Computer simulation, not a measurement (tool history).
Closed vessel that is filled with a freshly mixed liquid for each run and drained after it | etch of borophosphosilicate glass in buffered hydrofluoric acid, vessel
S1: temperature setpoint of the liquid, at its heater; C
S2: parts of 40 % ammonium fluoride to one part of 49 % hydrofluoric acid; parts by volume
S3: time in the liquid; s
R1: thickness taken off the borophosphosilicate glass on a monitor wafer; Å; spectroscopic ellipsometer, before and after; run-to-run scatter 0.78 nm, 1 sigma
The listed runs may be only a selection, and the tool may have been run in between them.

Run 1, day 0.000: S1 22.0 C, S2 9.5 parts by volume, S3 90 s. Result: R1 1320.70 Å.
Run 2, day 0.242: S1 21.0 C, S2 9.5 parts by volume, S3 90 s. Result: R1 1260.50 Å.
Run 3, day 0.579: S1 20.5 C, S2 10.0 parts by volume, S3 90 s. Result: R1 1185.00 Å.
Run 4, day 0.746: S1 20.0 C, S2 10.5 parts by volume, S3 90 s. Result: R1 1095.20 Å.
Run 5, day 0.783: S1 19.5 C, S2 10.5 parts by volume, S3 90 s. Result: R1 1091.20 Å.
Run 6, day 0.821: S1 19.0 C, S2 10.5 parts by volume, S3 90 s. Result: R1 1058.70 Å.
Run 7, day 0.962: S1 18.5 C, S2 10.5 parts by volume, S3 90 s. Result: R1 994.48 Å.

What does the tool deliver on the next run?
Run 8, day 1.096: S1 17.0 C, S2 10.5 parts by volume, S3 90 s. Result: R1 ?.

{"run 8": {"R1": 943.28}}
